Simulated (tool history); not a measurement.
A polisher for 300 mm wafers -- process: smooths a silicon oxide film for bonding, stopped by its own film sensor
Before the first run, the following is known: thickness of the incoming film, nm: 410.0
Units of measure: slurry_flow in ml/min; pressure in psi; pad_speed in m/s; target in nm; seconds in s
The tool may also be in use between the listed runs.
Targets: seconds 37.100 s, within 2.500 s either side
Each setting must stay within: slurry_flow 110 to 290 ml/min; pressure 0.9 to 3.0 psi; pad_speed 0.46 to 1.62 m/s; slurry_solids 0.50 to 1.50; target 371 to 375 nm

{"run": 1, "hour": 0.0, "slurry_flow": 185, "pressure": 1.9, "pad_speed": 1.04, "slurry_solids": 1.0, "target": 371, "seconds": 62.681}
{"run": 2, "hour": 6.2, "slurry_flow": 185, "pressure": 1.9, "pad_speed": 1.04, "slurry_solids": 1.0, "target": 375, "seconds": 55.895}
{"run": 3, "hour": 12.9, "slurry_flow": 185, "pressure": 2.0, "pad_speed": 1.06, "slurry_solids": 1.0, "target": 375, "seconds": 53.68}
{"run": 4, "hour": 20.3, "slurry_flow": 155, "pressure": 2.0, "pad_speed": 1.06, "slurry_solids": 1.0, "target": 375, "seconds": 55.335}
{"run": 5, "hour": 24.8, "slurry_flow": 180, "pressure": 2.0, "pad_speed": 1.06, "slurry_solids": 1.0, "target": 375, "seconds": 53.452}
{"run": 6, "hour": 26.1, "slurry_flow": 180, "pressure": 2.1, "pad_speed": 1.06, "slurry_solids": 1.0, "target": 375, "seconds": 53.248}
{"run": 7, "hour": 33.9, "slurry_flow": 180, "pressure": 2.2, "pad_speed": 1.1, "slurry_solids": 1.0, "target": 375, "seconds": 48.444}
{"run": 8, "hour": 40.7, "slurry_flow": 180, "pressure": 2.2, "pad_speed": 1.1, "slurry_solids": 1.0, "target": 375, "seconds": 49.498}
{"run": 9, "hour": 41.8, "slurry_flow": 180, "pressure": 2.8, "pad_speed": 1.16, "slurry_solids": 1.0, "target": 375, "seconds": 41.543}

Of the 5 settings listed for the next run, only one would bring every result within its allowed miss of target. Which one?
{"run": "A", "hour": 42.9, "slurry_flow": 180, "pressure": 3.0, "pad_speed": 1.36, "slurry_solids": 1.0, "target": 375, "seconds": "?"}
{"run": "B", "hour": 42.9, "slurry_flow": 200, "pressure": 3.0, "pad_speed": 1.28, "slurry_solids": 1.1, "target": 375, "seconds": "?"}
{"run": "C", "hour": 42.9, "slurry_flow": 255, "pressure": 2.9, "pad_speed": 1.32, "slurry_solids": 1.1, "target": 375, "seconds": "?"}
{"run": "D", "hour": 42.9, "slurry_flow": 185, "pressure": 2.9, "pad_speed": 1.14, "slurry_solids": 1.05, "target": 375, "seconds": "?"}
{"run": "E", "hour": 42.9, "slurry_flow": 180, "pressure": 3.0, "pad_speed": 1.38, "slurry_solids": 1.0, "target": 375, "seconds": "?"}

move=A seconds=33.859
move=B seconds=33.621
move=C seconds=32.674
move=D seconds=39.053
move=E seconds=33.466
A: takes the result that was furthest off past its target
B: takes the result that was furthest off past its target
C: takes the result that was furthest off past its target
D: each result inside its tolerance
E: takes the result that was furthest off past its target
Answer: D

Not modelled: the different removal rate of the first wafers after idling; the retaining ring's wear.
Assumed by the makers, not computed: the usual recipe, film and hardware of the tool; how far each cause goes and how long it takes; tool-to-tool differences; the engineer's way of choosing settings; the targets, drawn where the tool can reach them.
